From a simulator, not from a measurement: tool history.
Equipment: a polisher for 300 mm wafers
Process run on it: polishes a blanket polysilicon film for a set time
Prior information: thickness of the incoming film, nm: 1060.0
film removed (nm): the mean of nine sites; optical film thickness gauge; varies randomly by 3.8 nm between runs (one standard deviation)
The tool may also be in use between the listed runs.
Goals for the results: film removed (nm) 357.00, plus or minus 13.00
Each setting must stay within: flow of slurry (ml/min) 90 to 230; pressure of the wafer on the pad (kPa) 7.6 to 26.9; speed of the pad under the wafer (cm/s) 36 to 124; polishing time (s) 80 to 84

| run | day | flow of slurry (ml/min) | pressure of the wafer on the pad (kPa) | speed of the pad under the wafer (cm/s) | polishing time (s) | film removed (nm) |
|---|---|---|---|---|---|---|
| 1 | 0.000 | 150 | 17.2 | 80 | 80 | 425.58 |
| 2 | 0.129 | 150 | 17.2 | 92 | 80 | 489.73 |
| 3 | 0.254 | 150 | 16.5 | 92 | 80 | 481.30 |
| 4 | 0.592 | 150 | 15.9 | 92 | 80 | 455.88 |
| 5 | 0.896 | 150 | 15.9 | 92 | 80 | 455.72 |
| 6 | 1.067 | 150 | 15.9 | 106 | 80 | 531.36 |
| 7 | 1.338 | 150 | 15.2 | 106 | 80 | 493.01 |
| 8 | 1.400 | 150 | 14.5 | 106 | 80 | 484.89 |
| 9 | 1.671 | 150 | 13.8 | 106 | 80 | 456.95 |
| 10 | 1.946 | 150 | 13.1 | 106 | 80 | 431.19 |
| 11 | 1.988 | 135 | 9.7 | 106 | 80 | 325.02 |
| 12 | 2.175 | 140 | 9.7 | 106 | 80 | 320.79 |
| 13 | 2.379 | 145 | 9.7 | 106 | 80 | 328.19 |

Below are 5 possible settings for the next run. Only one of them brings all results inside the allowed miss of their targets. Which is it?
| A | 2.583 | 145 | 9.0 | 108 | 83 | ? |
| B | 2.583 | 155 | 9.0 | 110 | 84 | ? |
| C | 2.583 | 190 | 11.7 | 90 | 84 | ? |
| D | 2.583 | 125 | 11.0 | 96 | 80 | ? |
| E | 2.583 | 130 | 10.3 | 112 | 84 | ? |

| move | film removed (nm) |
|---|---|
| A | 317.02 |
| B | 329.71 |
| C | 359.17 |
| D | 324.46 |
| E | 374.67 |
A: its largest miss is bigger than the last run's
B: nearer than the last run, and not there yet
C: every result lands within tolerance
D: its largest miss is bigger than the last run's
E: moves the result that the last run missed by most past its target, out the other side
The move that meets every target is C.
